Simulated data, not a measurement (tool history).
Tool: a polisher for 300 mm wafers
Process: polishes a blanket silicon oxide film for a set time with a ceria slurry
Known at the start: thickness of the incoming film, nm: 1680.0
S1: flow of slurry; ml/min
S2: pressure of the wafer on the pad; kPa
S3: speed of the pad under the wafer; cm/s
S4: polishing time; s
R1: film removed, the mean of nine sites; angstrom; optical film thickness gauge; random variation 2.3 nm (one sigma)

run  hour   S1    S2   S3  S4      R1
  1     0  225  24.8  104  51  3206.7
  2     8  195  24.8  104  51  3150.3
  3   9.8  200  25.5  104  51  3238.2
  4  18.3  210  26.2  104  51  3398.3
  5  26.6  260  26.2  104  51  3418.7
  6  34.3  260  26.2   80  51  2790.6
  7  43.1  260  27.6   80  51  2893.4

Run 8 comes next. What will it give?
  8  50.6  260  29  80  51   ?

Run 8 gave R1 3071.5 angstrom.

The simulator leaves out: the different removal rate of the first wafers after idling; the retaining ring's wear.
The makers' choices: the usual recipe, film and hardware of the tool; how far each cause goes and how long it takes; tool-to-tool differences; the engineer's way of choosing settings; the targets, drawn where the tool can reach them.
